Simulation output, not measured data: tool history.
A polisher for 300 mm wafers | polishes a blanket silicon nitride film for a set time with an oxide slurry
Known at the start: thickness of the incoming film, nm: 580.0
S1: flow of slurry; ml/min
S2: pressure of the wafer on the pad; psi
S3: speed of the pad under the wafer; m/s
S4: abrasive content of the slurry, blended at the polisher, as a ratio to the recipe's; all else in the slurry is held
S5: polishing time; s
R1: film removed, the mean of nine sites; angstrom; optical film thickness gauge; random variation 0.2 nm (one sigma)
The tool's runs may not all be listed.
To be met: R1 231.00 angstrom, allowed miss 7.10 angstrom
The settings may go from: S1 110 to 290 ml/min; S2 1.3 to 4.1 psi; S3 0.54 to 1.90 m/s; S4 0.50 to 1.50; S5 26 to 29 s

run,hour,S1,S2,S3,S4,S5,R1
1,0.0,185,2.7,1.22,1.00,29,145.30
2,1.9,185,2.7,1.22,1.15,29,152.29
3,8.1,185,2.7,1.22,1.00,29,143.44
4,12.6,145,2.7,1.22,1.00,29,138.86
5,17.7,145,2.7,1.50,1.00,29,162.06
6,25.6,190,2.7,1.50,1.00,29,170.07
7,34.0,195,2.8,1.50,1.00,29,175.60
8,35.4,205,3.5,1.52,1.00,29,222.22

4 next moves are on the table. One of them brings every result within its allowed miss. Which?
A,36.8,220,3.7,1.66,1.00,29,?
B,36.8,230,3.5,1.50,0.95,28,?
C,36.8,170,3.2,1.68,1.25,26,?
D,36.8,220,3.7,1.60,1.00,27,?

move,R1
A,255.98
B,212.39
C,212.75
D,231.41
A: takes the result that was furthest off past its target
B: further off than the last run
C: further off than the last run
D: meets every target
The right move is D.
